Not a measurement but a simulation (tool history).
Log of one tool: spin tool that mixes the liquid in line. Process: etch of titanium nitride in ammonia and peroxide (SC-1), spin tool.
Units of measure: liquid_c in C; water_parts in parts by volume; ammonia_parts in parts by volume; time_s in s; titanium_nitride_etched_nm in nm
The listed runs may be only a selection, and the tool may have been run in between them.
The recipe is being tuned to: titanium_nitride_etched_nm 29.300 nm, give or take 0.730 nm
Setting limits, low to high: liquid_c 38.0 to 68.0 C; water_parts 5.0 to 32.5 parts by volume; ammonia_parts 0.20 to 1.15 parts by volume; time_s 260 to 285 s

run	hour	liquid_c	water_parts	ammonia_parts	time_s	titanium_nitride_etched_nm
1	0.0	52.0	18.0	0.65	260	17.364
2	2.0	53.5	18.0	0.65	260	19.123
3	8.7	53.5	18.0	0.65	260	19.538
4	13.3	53.5	18.0	0.45	260	18.082
5	21.3	53.5	18.0	0.45	285	19.915
6	29.5	54.5	18.0	0.45	285	21.259
7	35.7	55.5	18.0	0.45	285	22.223
8	43.4	60.5	18.0	0.45	285	31.589
9	47.4	60.0	18.0	0.45	285	30.610

Pick the move, out of 4, that brings all results within their allowed miss; only one does.
A	51.4	56.5	14.0	0.60	285	?
B	51.4	60.5	17.0	0.45	285	?
C	51.4	60.0	20.0	0.40	275	?
D	51.4	60.0	15.5	0.40	285	?

move	titanium_nitride_etched_nm
A	29.346
B	32.624
C	27.218
D	32.505
A: in spec on every target
B: its largest miss is bigger than the last run's
C: takes the result that was furthest off past its target
D: its largest miss is bigger than the last run's
The right move is A.
